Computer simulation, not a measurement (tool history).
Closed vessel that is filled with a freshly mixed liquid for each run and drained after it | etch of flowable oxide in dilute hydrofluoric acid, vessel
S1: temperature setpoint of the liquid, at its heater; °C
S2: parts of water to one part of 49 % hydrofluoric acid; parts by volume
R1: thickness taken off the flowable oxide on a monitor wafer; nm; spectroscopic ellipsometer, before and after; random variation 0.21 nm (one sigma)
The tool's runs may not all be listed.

run 1 hour=0.0 | S1=22.0 S2=135 time_in_the_liquid_(s)=140 | R1=38.003
run 2 hour=7.7 | S1=22.0 S2=85 time_in_the_liquid_(s)=140 | R1=63.670
run 3 hour=9.5 | S1=22.0 S2=85 time_in_the_liquid_(s)=150 | R1=67.598
run 4 hour=12.0 | S1=21.0 S2=90 time_in_the_liquid_(s)=150 | R1=61.195
run 5 hour=19.1 | S1=23.0 S2=90 time_in_the_liquid_(s)=150 | R1=67.014
run 6 hour=24.9 | S1=23.0 S2=40 time_in_the_liquid_(s)=150 | R1=160.630

What does the tool deliver on the next run?
run 7 hour=27.5 | S1=21.5 S2=55 time_in_the_liquid_(s)=150 | R1=?

R1: 107.730 nm

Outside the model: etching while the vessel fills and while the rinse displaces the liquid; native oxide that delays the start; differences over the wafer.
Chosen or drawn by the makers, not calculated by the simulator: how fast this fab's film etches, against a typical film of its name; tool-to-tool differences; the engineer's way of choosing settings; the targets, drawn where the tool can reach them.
